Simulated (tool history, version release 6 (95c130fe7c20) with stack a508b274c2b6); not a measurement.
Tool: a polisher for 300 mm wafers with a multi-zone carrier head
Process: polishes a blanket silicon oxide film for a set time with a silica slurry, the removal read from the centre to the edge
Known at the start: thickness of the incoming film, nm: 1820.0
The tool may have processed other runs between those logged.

run  hour  flow of slurry (ml/min)  pressure of the head's centre zone  pressure of the head's middle zone  pressure of the head's edge zone  abrasive content of the slurry  polishing time (s)  film removed at the wafer's centre (Å)  film removed at mid-radius (Å)  film removed at the wafer's edge (Å)
  1     0                      305                                   1                                   1                                 1                               1                  38                                  1353.5                          1455.7                                1455.7
  2   5.8                      310                                1.03                                0.99                              0.98                             0.9                  36                                  1206.7                          1277.7                                1286.5
  3  11.5                      260                                1.03                                0.99                              0.98                             0.9                  36                                  1188.3                          1255.8                                1246.1
  4  13.4                      250                                1.06                                0.98                              0.95                            0.85                  35                                  1125.3                          1151.6                                1151.4
  5  16.1                      250                                1.06                                0.93                              0.95                            0.85                  35                                  1112.8                          1075.8                                1146.9
     17.6  -- centre zone pressure recalibrated
  6  17.6                      250                                1.06                                0.93                              0.95                             0.7                  35                                  1038.9                          896.24                                959.01

Estimate the outcome of run 7 from the log above:
  7  23.3                      250                                1.05                                0.94                              0.93                            0.65                  35                                       ?                               ?                                     ?

film removed at the wafer's centre (Å): 934.94
film removed at mid-radius (Å): 842.8
film removed at the wafer's edge (Å): 868.8
